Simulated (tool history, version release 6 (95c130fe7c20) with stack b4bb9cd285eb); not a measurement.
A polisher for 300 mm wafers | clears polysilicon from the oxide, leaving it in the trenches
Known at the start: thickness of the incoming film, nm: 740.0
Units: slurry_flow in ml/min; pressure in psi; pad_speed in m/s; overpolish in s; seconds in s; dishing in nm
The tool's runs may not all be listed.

{"run": 1, "hour": 0.0, "slurry_flow": 190, "pressure": 1.9, "pad_speed": 1.2, "overpolish": 9, "seconds": 69.492, "dishing": 38.208}
{"run": 2, "hour": 2.1, "slurry_flow": 190, "pressure": 1.6, "pad_speed": 1.18, "overpolish": 10, "seconds": 84.525, "dishing": 37.496}
{"run": 3, "hour": 5.3, "slurry_flow": 190, "pressure": 1.4, "pad_speed": 1.18, "overpolish": 11, "seconds": 95.353, "dishing": 36.456}
{"run": 4, "hour": 10.5, "slurry_flow": 160, "pressure": 1.4, "pad_speed": 1.18, "overpolish": 11, "seconds": 97.565, "dishing": 35.159}
{"run": 5, "hour": 12.0, "slurry_flow": 160, "pressure": 1.4, "pad_speed": 1.38, "overpolish": 11, "seconds": 84.276, "dishing": 36.89}
{"run": 6, "hour": 16.5, "slurry_flow": 115, "pressure": 1.4, "pad_speed": 1.38, "overpolish": 11, "seconds": 90.885, "dishing": 36.91}
{"run": 7, "hour": 18.7, "slurry_flow": 115, "pressure": 1.3, "pad_speed": 1.36, "overpolish": 12, "seconds": 97.636, "dishing": 36.413}

Run 8 comes next. What will it give?
{"run": 8, "hour": 26.6, "slurry_flow": 115, "pressure": 1.2, "pad_speed": 1.34, "overpolish": 13, "seconds": "?", "dishing": "?"}

seconds: 109.050 s
dishing: 36.855 nm
